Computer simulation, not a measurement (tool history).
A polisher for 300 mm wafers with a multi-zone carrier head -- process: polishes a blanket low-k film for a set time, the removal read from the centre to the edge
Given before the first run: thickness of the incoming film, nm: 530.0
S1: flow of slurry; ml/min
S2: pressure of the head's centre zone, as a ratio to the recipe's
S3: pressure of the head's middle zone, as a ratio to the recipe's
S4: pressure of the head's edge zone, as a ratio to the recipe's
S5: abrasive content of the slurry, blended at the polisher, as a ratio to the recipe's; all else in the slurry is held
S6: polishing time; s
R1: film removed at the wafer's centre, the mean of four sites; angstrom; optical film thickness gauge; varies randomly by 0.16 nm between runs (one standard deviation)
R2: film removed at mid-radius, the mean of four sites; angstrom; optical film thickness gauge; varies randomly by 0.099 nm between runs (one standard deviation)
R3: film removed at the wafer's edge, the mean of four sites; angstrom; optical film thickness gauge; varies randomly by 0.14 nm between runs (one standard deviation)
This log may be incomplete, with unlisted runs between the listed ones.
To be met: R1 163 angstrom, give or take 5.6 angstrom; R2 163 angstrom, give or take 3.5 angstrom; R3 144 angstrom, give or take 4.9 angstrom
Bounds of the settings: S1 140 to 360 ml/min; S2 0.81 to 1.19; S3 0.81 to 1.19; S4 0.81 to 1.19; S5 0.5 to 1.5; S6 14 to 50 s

run 1 hour=0 | S1=230 S2=1 S3=1 S4=1 S5=1 S6=32 | R1=124.83 R2=121.55 R3=123.79
run 2 hour=6.9 | S1=230 S2=1 S3=1 S4=1.05 S5=1 S6=32 | R1=123.88 R2=123.02 R3=128.43
run 3 hour=8.9 | S1=210 S2=1 S3=1 S4=1.05 S5=1 S6=32 | R1=119.37 R2=119.75 R3=126.11
run 4 hour=10.6 | S1=245 S2=1.03 S3=1.05 S4=1.06 S5=1 S6=32 | R1=128.99 R2=127.73 R3=127.43
run 5 hour=13.4 | S1=270 S2=1.05 S3=1.09 S4=1.07 S5=1.05 S6=32 | R1=135.33 R2=135.3 R3=131.96
run 6 hour=19.5 | S1=285 S2=1.07 S3=1.12 S4=1.06 S5=1.1 S6=32 | R1=142.06 R2=141.75 R3=133.22
run 7 hour=24.9 | S1=295 S2=1.08 S3=1.14 S4=1.06 S5=1.15 S6=32 | R1=145.04 R2=145.76 R3=134.75
run 8 hour=27.6 | S1=305 S2=1.09 S3=1.15 S4=1.06 S5=1.2 S6=32 | R1=150.5 R2=149.73 R3=137.61
run 9 hour=30.5 | S1=310 S2=1.1 S3=1.16 S4=1.06 S5=1.25 S6=32 | R1=153.47 R2=152.01 R3=140.5
run 10 hour=37.6 | S1=315 S2=1.1 S3=1.17 S4=1.05 S5=1.3 S6=32 | R1=154.02 R2=156.75 R3=141.04
run 11 hour=38.4 | S1=320 S2=1.11 S3=1.18 S4=1.05 S5=1.3 S6=32 | R1=156.06 R2=157.73 R3=139.78
run 12 hour=42 | S1=325 S2=1.11 S3=1.18 S4=1.05 S5=1.3 S6=32 | R1=157.2 R2=157.34 R3=139.83

Consider the 5 candidate settings below. Which is the only one whose results all fall within their allowed miss of target?
run A hour=45.6 | S1=350 S2=1.12 S3=1.17 S4=1.06 S5=1.25 S6=32 | R1=? R2=? R3=?
run B hour=45.6 | S1=335 S2=1.17 S3=1.15 S4=1.06 S5=1.45 S6=31 | R1=? R2=? R3=?
run C hour=45.6 | S1=280 S2=1.13 S3=1.19 S4=1.04 S5=1.1 S6=35 | R1=? R2=? R3=?
run D hour=45.6 | S1=320 S2=1.07 S3=1.13 S4=1.09 S5=1.25 S6=33 | R1=? R2=? R3=?
run E hour=45.6 | S1=295 S2=1.03 S3=1.19 S4=1.07 S5=1.3 S6=34 | R1=? R2=? R3=?

move=A R1=156.97 R2=154.78 R3=141.21
move=B R1=165.61 R2=154.01 R3=142.81
move=C R1=162.43 R2=161.41 R3=144.46
move=D R1=153.19 R2=153.68 R3=146.83
move=E R1=152.45 R2=166.3 R3=150.67
A: moves away from the targets compared with the last run
B: moves away from the targets compared with the last run
C: every result lands within tolerance
D: moves away from the targets compared with the last run
E: meets the target for the result that was furthest off, but another lies outside its allowed miss
Answer: C
